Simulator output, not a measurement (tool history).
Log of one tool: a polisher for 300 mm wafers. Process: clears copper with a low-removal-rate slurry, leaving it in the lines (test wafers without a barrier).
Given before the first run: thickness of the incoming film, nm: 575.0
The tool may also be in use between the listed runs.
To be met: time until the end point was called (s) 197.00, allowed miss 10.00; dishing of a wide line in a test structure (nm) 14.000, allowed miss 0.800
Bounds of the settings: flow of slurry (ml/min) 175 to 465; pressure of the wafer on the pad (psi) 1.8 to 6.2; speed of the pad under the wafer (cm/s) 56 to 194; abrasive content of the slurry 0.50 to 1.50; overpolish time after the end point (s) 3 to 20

run  hour  flow of slurry (ml/min)  pressure of the wafer on the pad (psi)  speed of the pad under the wafer (cm/s)  abrasive content of the slurry  overpolish time after the end point (s)  time until the end point was called (s)  dishing of a wide line in a test structure (nm)
  1   0.0                      295                                     4.0                                      124                            1.00                                       10                                   118.87                                           20.958
  2   8.3                      295                                     3.4                                      122                            1.00                                        9                                   136.07                                           19.294
  3  11.3                      295                                     3.4                                      122                            1.00                                        6                                   140.66                                           14.941
  4  17.7                      295                                     2.9                                      120                            1.00                                        6                                   153.07                                           13.543
  5  18.5                      295                                     2.9                                      120                            0.85                                        6                                   162.76                                           13.234
  6  20.8                      295                                     2.6                                      118                            0.85                                        7                                   173.13                                           13.893
  7  26.9                      295                                     2.4                                      118                            0.85                                        7                                   185.74                                           13.425
  8  29.4                      295                                     2.3                                      118                            0.85                                        7                                   184.01                                           12.861

Exercise: of the 5 proposed moves below, exactly one satisfies all targets within the stated allowed misses. Which move is it?
  A  31.9                      265                                     1.8                                      164                            0.85                                        8                                        ?                                                ?
  B  31.9                      350                                     2.4                                      108                            0.80                                        8                                        ?                                                ?
  C  31.9                      315                                     2.2                                      142                            0.80                                        7                                        ?                                                ?
  D  31.9                      305                                     3.3                                       78                            0.50                                       10                                        ?                                                ?
  E  31.9                      345                                     3.1                                       96                            0.85                                        7                                        ?                                                ?

move  time until the end point was called (s)  dishing of a wide line in a test structure (nm)
   A                                   167.40                                           15.119
   B                                   188.83                                           13.953
   C                                   166.42                                           13.870
   D                                   212.38                                           15.064
   E                                   170.77                                           13.661
A: moves the result that the last run missed by most past its target, out the other side
B: all results in spec
C: gets the furthest-off result to its target, but another result is out of tolerance
D: moves the result that the last run missed by most past its target, out the other side
E: gets the furthest-off result to its target, but another result is out of tolerance
The right move is B.
